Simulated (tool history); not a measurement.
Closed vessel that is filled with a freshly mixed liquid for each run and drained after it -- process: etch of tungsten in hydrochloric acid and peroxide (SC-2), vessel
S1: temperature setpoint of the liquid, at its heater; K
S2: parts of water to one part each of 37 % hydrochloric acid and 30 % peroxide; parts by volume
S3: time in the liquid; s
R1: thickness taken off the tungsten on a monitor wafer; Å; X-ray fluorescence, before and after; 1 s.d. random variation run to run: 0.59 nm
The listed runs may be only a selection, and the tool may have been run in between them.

| run | hour | S1 | S2 | S3 | R1 |
|---|---|---|---|---|---|
| 1 | 0.0 | 331.15 | 7.0 | 160 | 475.97 |
| 2 | 9.0 | 331.15 | 5.0 | 160 | 617.44 |
| 3 | 10.0 | 331.15 | 5.0 | 160 | 611.99 |
| 4 | 10.7 | 324.15 | 5.0 | 160 | 387.49 |
| 5 | 16.9 | 330.15 | 5.0 | 160 | 575.44 |
| 6 | 22.8 | 330.15 | 5.0 | 160 | 576.32 |
| 7 | 24.9 | 334.15 | 5.0 | 160 | 745.57 |
| 8 | 29.9 | 336.65 | 5.0 | 160 | 869.20 |

Expected results for the next run?
| 9 | 36.1 | 344.15 | 5.0 | 160 | ? |

R1: 1369.80 Å

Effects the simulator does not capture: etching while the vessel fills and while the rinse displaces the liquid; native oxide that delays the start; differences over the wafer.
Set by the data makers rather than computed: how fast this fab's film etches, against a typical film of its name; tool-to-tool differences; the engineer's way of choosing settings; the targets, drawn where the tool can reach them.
